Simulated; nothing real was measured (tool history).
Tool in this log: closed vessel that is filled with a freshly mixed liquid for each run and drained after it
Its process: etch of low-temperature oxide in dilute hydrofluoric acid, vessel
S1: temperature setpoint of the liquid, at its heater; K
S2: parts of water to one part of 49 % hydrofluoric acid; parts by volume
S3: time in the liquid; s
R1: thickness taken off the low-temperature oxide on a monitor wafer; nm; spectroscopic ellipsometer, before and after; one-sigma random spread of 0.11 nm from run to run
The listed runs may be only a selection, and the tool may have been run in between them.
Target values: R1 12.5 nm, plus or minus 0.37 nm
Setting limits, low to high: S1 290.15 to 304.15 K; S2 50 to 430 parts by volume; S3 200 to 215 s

run  hour      S1   S2   S3      R1
  1     0  296.15  240  200  17.871
  2     5  296.15  285  200  14.565
  3   8.3  296.15  220  200  20.125
  4  13.3  294.15  220  200  18.691
  5  14.7  293.65  225  200  18.123
  6  21.1  290.65  225  200  15.802
  7  24.7  290.65  230  200  15.592
  8  32.9  290.65  230  200  15.485
  9  39.4  290.65  235  200  15.029
 10  42.9  290.65  240  200  14.562

Of the 4 settings listed for the next run, only one would bring every result within its allowed miss of target. Which one?
  A  46.4  294.65  285  200   ?
  B  46.4  292.15  270  200   ?
  C  46.4  292.15  305  215   ?
  D  46.4  290.15  255  205   ?

move      R1
   A  13.817
   B  13.486
   C  12.443
   D  13.741
A: an improvement on the last run, though not all results are within tolerance
B: an improvement on the last run, though not all results are within tolerance
C: each result inside its tolerance
D: an improvement on the last run, though not all results are within tolerance
So the answer is move C, the one that meets all the targets.
